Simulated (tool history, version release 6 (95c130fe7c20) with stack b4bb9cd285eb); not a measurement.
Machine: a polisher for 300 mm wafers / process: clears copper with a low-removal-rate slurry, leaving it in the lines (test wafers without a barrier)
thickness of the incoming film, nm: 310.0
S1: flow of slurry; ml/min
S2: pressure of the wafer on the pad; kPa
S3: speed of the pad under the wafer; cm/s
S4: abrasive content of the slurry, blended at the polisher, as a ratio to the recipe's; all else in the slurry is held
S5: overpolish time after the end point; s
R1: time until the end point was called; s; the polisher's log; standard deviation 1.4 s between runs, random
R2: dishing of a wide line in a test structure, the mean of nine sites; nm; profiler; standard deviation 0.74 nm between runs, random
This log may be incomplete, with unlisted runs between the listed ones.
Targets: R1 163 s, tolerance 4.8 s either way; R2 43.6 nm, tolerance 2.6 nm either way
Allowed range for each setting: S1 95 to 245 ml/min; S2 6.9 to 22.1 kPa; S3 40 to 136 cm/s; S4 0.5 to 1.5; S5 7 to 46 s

run,hour,S1,S2,S3,S4,S5,R1,R2
1,0,155,14.5,88,1,24,229.34,23.352
2,8.6,135,14.5,88,1,24,237.9,23.043
3,15.8,145,15.2,88,1,26,222.98,26.131
4,23.3,155,15.9,88,1,27,210.41,27.832
5,27,155,15.9,72,1,27,252.04,24.161
6,31.9,170,15.9,72,1,27,249.13,24.356
7,38.7,175,17.2,72,1,28,231.26,26.946
8,43.8,175,18.6,74,1,29,209.41,30.238
9,46.8,175,19.3,74,1,30,203.13,31.421
10,49.4,180,20,76,1,31,186.6,34.349
11,56.7,185,20.7,76,1,32,181.11,36.747
12,58.6,185,20.7,76,1,33,177.98,38.295
13,60.3,190,20.7,76,1,33,176.55,37.444
14,63.8,195,20.7,76,1,34,180.56,39.063
15,72.4,195,21.4,78,1,35,170.07,42.07

Which single option among these 5 for the next run brings every result within its allowed miss of target? Just one does.
A,81,170,19.3,84,1,40,?,?
B,81,225,21.4,70,0.8,39,?,?
C,81,225,22.1,74,1.15,44,?,?
D,81,175,20,88,1.05,36,?,?
E,81,230,19.3,82,0.9,40,?,?

move,R1,R2
A,176.36,42.678
B,189.33,39.99
C,161.26,49.037
D,160.34,42.46
E,174.25,43.052
A: further off than the last run
B: further off than the last run
C: gets the furthest-off result to its target, but another result is out of tolerance
D: all results in spec
E: further off than the last run
Answer: D
